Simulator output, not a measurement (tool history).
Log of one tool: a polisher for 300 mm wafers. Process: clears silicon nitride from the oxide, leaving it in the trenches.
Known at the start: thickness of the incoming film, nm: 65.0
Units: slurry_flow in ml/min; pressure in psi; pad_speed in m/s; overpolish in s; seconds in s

| run | hour | slurry_flow | pressure | pad_speed | overpolish | seconds |
|---|---|---|---|---|---|---|
| 1 | 0 | 125 | 1.9 | 1.02 | 41 | 149.66 |
| 2 | 4.8 | 125 | 1.8 | 1.02 | 41 | 159.73 |
| 3 | 11.4 | 125 | 1.8 | 1.02 | 44 | 156.77 |
| 4 | 20.3 | 125 | 1.7 | 1.02 | 44 | 160.56 |
| 5 | 21.3 | 125 | 1.7 | 1.02 | 44 | 158.44 |
| 6 | 27.7 | 125 | 1.7 | 0.88 | 44 | 189.15 |

Run 7 comes next. What will it give?
|  | 28.7 | worn pad replaced by a new one |
| 7 | 28.7 | 125 | 1.6 | 0.88 | 44 | ? |

seconds: 176.16 s
